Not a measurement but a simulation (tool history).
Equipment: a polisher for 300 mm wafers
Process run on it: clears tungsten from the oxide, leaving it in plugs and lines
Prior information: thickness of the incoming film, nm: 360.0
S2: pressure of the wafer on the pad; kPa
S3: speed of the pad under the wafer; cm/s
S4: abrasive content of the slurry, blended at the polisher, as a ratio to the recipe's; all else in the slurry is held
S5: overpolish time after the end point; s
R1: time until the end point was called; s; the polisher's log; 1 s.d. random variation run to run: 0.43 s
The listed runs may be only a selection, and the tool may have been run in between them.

run 1 hour=0 | flow_of_slurry_(ml/min)=290 S2=22.8 S3=122 S4=1 S5=36 | R1=73.093
run 2 hour=1.4 | flow_of_slurry_(ml/min)=290 S2=24.8 S3=122 S4=1 S5=36 | R1=67.405
run 3 hour=5.2 | flow_of_slurry_(ml/min)=290 S2=24.8 S3=122 S4=1.1 S5=36 | R1=66.504
run 4 hour=10.9 | flow_of_slurry_(ml/min)=290 S2=27.6 S3=122 S4=1.1 S5=36 | R1=59.922
run 5 hour=11.8 | flow_of_slurry_(ml/min)=335 S2=27.6 S3=122 S4=1.1 S5=36 | R1=59.11
run 6 hour=13.5 | flow_of_slurry_(ml/min)=335 S2=29.6 S3=122 S4=1.1 S5=36 | R1=55.466
run 7 hour=16.8 | flow_of_slurry_(ml/min)=335 S2=31 S3=122 S4=1.1 S5=36 | R1=53.763

Run 8 is up next; what results do you expect?
run 8 hour=18.5 | flow_of_slurry_(ml/min)=335 S2=32.4 S3=124 S4=1.1 S5=36 | R1=?

R1: 51.028 s

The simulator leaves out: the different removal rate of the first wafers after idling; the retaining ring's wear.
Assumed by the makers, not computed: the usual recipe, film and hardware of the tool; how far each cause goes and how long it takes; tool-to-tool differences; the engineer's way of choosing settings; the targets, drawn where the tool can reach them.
